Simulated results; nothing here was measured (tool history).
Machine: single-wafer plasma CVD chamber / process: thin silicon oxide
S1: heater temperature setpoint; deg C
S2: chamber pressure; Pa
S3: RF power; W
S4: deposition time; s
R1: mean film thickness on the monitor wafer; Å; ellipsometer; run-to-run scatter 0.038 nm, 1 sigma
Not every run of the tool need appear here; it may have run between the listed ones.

Run 1, hour 0.0: S1 400 deg C, S2 106.0 Pa, S3 235 W, S4 8.9 s. Result: R1 147.80 Å.
Run 2, hour 6.2: S1 400 deg C, S2 106.0 Pa, S3 235 W, S4 8.5 s. Result: R1 141.28 Å.
Run 3, hour 13.5: S1 400 deg C, S2 124.4 Pa, S3 235 W, S4 8.5 s. Result: R1 161.98 Å.
Run 4, hour 19.6: S1 400 deg C, S2 125.7 Pa, S3 235 W, S4 8.5 s. Result: R1 163.50 Å.
Run 5, hour 20.6: S1 400 deg C, S2 125.7 Pa, S3 235 W, S4 8.5 s. Result: R1 163.28 Å.
Run 6, hour 28.1: S1 400 deg C, S2 116.9 Pa, S3 235 W, S4 8.5 s. Result: R1 153.45 Å.
Run 7, hour 33.1: S1 400 deg C, S2 120.1 Pa, S3 235 W, S4 8.5 s. Result: R1 156.57 Å.
Run 8, hour 41.7: S1 400 deg C, S2 122.7 Pa, S3 235 W, S4 8.5 s. Result: R1 159.96 Å.
Run 9, hour 48.3: S1 400 deg C, S2 124.4 Pa, S3 235 W, S4 8.5 s. Result: R1 161.83 Å.

Run 10, settings as shown, results not yet in. Your forecast:
Run 10, hour 55.8: S1 400 deg C, S2 125.7 Pa, S3 235 W, S4 8.5 s. Result: R1 ?.

{"run 10": {"R1": 163.23}}
